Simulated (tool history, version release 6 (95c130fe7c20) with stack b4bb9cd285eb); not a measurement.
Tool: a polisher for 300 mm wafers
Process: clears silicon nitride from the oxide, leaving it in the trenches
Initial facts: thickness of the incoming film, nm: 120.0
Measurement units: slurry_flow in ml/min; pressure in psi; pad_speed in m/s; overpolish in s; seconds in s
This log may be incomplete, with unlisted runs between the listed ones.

{"run": 1, "hour": 0.0, "slurry_flow": 235, "pressure": 2.5, "pad_speed": 1.14, "overpolish": 33, "seconds": 136.55}
{"run": 2, "hour": 7.7, "slurry_flow": 235, "pressure": 2.7, "pad_speed": 1.14, "overpolish": 33, "seconds": 126.91}
{"run": 3, "hour": 13.0, "slurry_flow": 235, "pressure": 2.4, "pad_speed": 1.14, "overpolish": 33, "seconds": 139.02}
{"run": 4, "hour": 17.4, "slurry_flow": 235, "pressure": 2.6, "pad_speed": 1.14, "overpolish": 33, "seconds": 129.03}
{"run": 5, "hour": 23.9, "slurry_flow": 235, "pressure": 2.7, "pad_speed": 1.14, "overpolish": 33, "seconds": 128.08}
{"run": 6, "hour": 26.6, "slurry_flow": 235, "pressure": 3.3, "pad_speed": 1.14, "overpolish": 33, "seconds": 108.34}
{"run": 7, "hour": 28.3, "slurry_flow": 235, "pressure": 3.4, "pad_speed": 1.16, "overpolish": 33, "seconds": 105.02}

What will run 8 give?
{"run": 8, "hour": 33.4, "slurry_flow": 235, "pressure": 3.5, "pad_speed": 1.18, "overpolish": 33, "seconds": "?"}

seconds: 101.43 s

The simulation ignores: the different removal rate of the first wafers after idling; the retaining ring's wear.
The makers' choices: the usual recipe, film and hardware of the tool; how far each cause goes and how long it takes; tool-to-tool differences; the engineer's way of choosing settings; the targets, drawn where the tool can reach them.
